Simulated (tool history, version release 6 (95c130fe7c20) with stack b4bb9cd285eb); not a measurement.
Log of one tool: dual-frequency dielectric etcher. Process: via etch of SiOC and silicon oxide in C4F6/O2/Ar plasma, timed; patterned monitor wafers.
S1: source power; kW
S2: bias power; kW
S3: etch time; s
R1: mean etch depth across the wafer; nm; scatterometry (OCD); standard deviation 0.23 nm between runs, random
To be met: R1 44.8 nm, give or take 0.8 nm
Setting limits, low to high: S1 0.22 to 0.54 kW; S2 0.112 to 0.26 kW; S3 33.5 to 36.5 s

run  hour    S1     S2    S3      R1
  1     0  0.38  0.186  36.5  41.834
  2   4.8  0.38  0.213  36.5   43.28
  3  11.2  0.38  0.213  36.5  43.155
  4  19.4  0.39  0.214  36.5  43.241
  5  20.5  0.39  0.186  36.5  41.173
  6  21.1  0.42  0.186  36.5  42.212
  7    25  0.44  0.189  36.5  43.124
  8  26.9  0.45   0.19  36.5  43.912
  9  30.6  0.46  0.191  36.5  43.991

Exercise: of the 4 proposed moves below, exactly one satisfies all targets within the stated allowed misses. Which move is it?
  A  34.3  0.41   0.24  34.5   ?
  B  34.3  0.48  0.207    36   ?
  C  34.3  0.43  0.197    36   ?
  D  34.3  0.49  0.169  36.5   ?

move      R1
   A   43.31
   B  44.873
   C  42.945
   D  42.997
A: further off than the last run
B: each result inside its tolerance
C: further off than the last run
D: further off than the last run
Correct choice: B, which meets every target
